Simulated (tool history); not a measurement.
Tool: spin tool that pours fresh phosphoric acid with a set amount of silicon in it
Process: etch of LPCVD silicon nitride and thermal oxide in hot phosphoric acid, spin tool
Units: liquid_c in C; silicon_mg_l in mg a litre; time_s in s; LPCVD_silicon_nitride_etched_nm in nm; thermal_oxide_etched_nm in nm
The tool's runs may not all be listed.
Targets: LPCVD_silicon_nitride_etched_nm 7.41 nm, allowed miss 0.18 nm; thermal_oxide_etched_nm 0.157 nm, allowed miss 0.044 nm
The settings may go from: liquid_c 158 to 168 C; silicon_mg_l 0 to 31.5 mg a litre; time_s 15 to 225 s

run  hour  liquid_c  silicon_mg_l  time_s  LPCVD_silicon_nitride_etched_nm  thermal_oxide_etched_nm
  1     0       163            14     115                           10.929                  0.30299
  2   2.2       163            21     115                           10.857                  0.24187
  3     3       163            21     135                           12.881                  0.31649
  4  10.4     162.5          20.5     130                           12.114                  0.27621
  5  11.5     160.5          20.5     130                           11.321                  0.22432
  6  14.3     161.5          20.5     130                           11.584                  0.22534
  7  21.2     161.5          20.5     130                           11.773                  0.24732
  8  21.8       161          19.5     125                           11.071                   0.2579
  9  30.5     160.5            20     120                           10.551                  0.22854
 10  34.6     160.5            20     115                           10.036                  0.21691
 11  41.7     160.5            20     110                           9.6574                  0.21483
 12  45.2     160.5            20     110                            9.572                  0.18669
 13  49.8     160.5            19     105                           9.1482                   0.2156
 14  55.7     160.5          19.5     105                           9.0963                  0.21016
 15    64     160.5            20     105                           9.1555                  0.18737
 16  65.1     160.5          19.5     105                            9.189                  0.18462
 17  69.1     160.5            19     105                            9.206                  0.18176
 18  71.3     160.5            18     100                           8.7416                   0.1859

Which of these 4 next moves meets every target?
  A  73.5       158            18      85                                ?                        ?
  B  73.5       162          18.5      85                                ?                        ?
  C  73.5     158.5            26     140                                ?                        ?
  D  73.5     162.5            22      80                                ?                        ?

move  LPCVD_silicon_nitride_etched_nm  thermal_oxide_etched_nm
   A                           6.7935                  0.14531
   B                           7.7703                   0.1928
   C                            11.38                  0.19472
   D                           7.4358                  0.17018
A: takes the result that was furthest off past its target
B: nearer than the last run, and not there yet
C: further off than the last run
D: meets every target
Move D is the one to make.
